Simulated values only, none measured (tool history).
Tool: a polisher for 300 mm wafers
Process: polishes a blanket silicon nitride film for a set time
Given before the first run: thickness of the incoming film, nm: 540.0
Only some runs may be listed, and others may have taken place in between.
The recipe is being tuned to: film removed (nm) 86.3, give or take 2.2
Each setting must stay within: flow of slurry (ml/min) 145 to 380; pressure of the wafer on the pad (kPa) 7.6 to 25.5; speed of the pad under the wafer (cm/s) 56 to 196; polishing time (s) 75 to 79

run	hour	flow of slurry (ml/min)	pressure of the wafer on the pad (kPa)	speed of the pad under the wafer (cm/s)	polishing time (s)	film removed (nm)
1	0	245	16.5	126	75	111.19
2	5.1	240	15.2	126	75	100.8
3	12.6	235	14.5	126	75	96.321
4	17.3	230	13.8	126	75	91.866
5	23.4	225	13.8	126	75	90.606
6	24	215	13.8	126	75	89.773
7	29.8	210	13.8	126	75	90.525
8	36.2	205	13.8	126	75	89.879
9	37.8	200	13.8	126	75	89.413
10	44.3	200	13.8	126	75	90.068
11	45.7	195	13.8	126	75	89.891
12	53.5	190	13.8	126	75	89.488

Exercise: of the 5 proposed moves below, exactly one satisfies all targets within the stated allowed misses. Which move is it?
A	61.3	205	12.4	126	75	?
B	61.3	210	14.5	112	79	?
C	61.3	145	15.2	112	79	?
D	61.3	195	13.8	130	76	?
E	61.3	205	12.4	126	79	?

move	film removed (nm)
A	80.756
B	91.422
C	90.394
D	91.905
E	85.063
A: pushes the last run's worst result past its target
B: lands further from the targets than the last run did
C: lands further from the targets than the last run did
D: lands further from the targets than the last run did
E: every result within its allowed miss
E is the move that brings every result within its allowed miss.
